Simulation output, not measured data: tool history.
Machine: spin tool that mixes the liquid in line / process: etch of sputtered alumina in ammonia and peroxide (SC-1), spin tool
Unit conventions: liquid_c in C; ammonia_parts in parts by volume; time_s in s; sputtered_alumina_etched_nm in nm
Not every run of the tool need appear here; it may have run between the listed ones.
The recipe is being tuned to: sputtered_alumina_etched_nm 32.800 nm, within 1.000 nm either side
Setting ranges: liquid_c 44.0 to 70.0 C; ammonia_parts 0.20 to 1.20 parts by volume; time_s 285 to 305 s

{"run": 1, "hour": 0.0, "liquid_c": 60.0, "ammonia_parts": 0.9, "time_s": 285, "sputtered_alumina_etched_nm": 36.727}
{"run": 2, "hour": 7.3, "liquid_c": 60.0, "ammonia_parts": 0.9, "time_s": 305, "sputtered_alumina_etched_nm": 39.482}
{"run": 3, "hour": 8.1, "liquid_c": 63.5, "ammonia_parts": 0.9, "time_s": 305, "sputtered_alumina_etched_nm": 47.148}
{"run": 4, "hour": 16.6, "liquid_c": 61.5, "ammonia_parts": 0.9, "time_s": 305, "sputtered_alumina_etched_nm": 42.147}
{"run": 5, "hour": 18.9, "liquid_c": 61.5, "ammonia_parts": 0.9, "time_s": 305, "sputtered_alumina_etched_nm": 41.715}
{"run": 6, "hour": 23.5, "liquid_c": 61.5, "ammonia_parts": 0.9, "time_s": 305, "sputtered_alumina_etched_nm": 42.483}
{"run": 7, "hour": 32.4, "liquid_c": 60.0, "ammonia_parts": 0.9, "time_s": 305, "sputtered_alumina_etched_nm": 38.995}
{"run": 8, "hour": 38.4, "liquid_c": 59.0, "ammonia_parts": 0.9, "time_s": 305, "sputtered_alumina_etched_nm": 37.202}
{"run": 9, "hour": 47.0, "liquid_c": 58.5, "ammonia_parts": 0.9, "time_s": 305, "sputtered_alumina_etched_nm": 35.871}

Of the 4 settings listed for the next run, only one would bring every result within its allowed miss of target. Which one?
{"run": "A", "hour": 55.6, "liquid_c": 60.5, "ammonia_parts": 1.05, "time_s": 305, "sputtered_alumina_etched_nm": "?"}
{"run": "B", "hour": 55.6, "liquid_c": 60.5, "ammonia_parts": 0.55, "time_s": 285, "sputtered_alumina_etched_nm": "?"}
{"run": "C", "hour": 55.6, "liquid_c": 56.5, "ammonia_parts": 1.2, "time_s": 285, "sputtered_alumina_etched_nm": "?"}
{"run": "D", "hour": 55.6, "liquid_c": 58.0, "ammonia_parts": 1.0, "time_s": 285, "sputtered_alumina_etched_nm": "?"}

move=A sputtered_alumina_etched_nm=40.689
move=B sputtered_alumina_etched_nm=35.758
move=C sputtered_alumina_etched_nm=31.133
move=D sputtered_alumina_etched_nm=33.159
A: further off than the last run
B: no better and no worse than the last run
C: pushes the last run's worst result past its target
D: in spec on every target
Correct choice: D, which meets every target

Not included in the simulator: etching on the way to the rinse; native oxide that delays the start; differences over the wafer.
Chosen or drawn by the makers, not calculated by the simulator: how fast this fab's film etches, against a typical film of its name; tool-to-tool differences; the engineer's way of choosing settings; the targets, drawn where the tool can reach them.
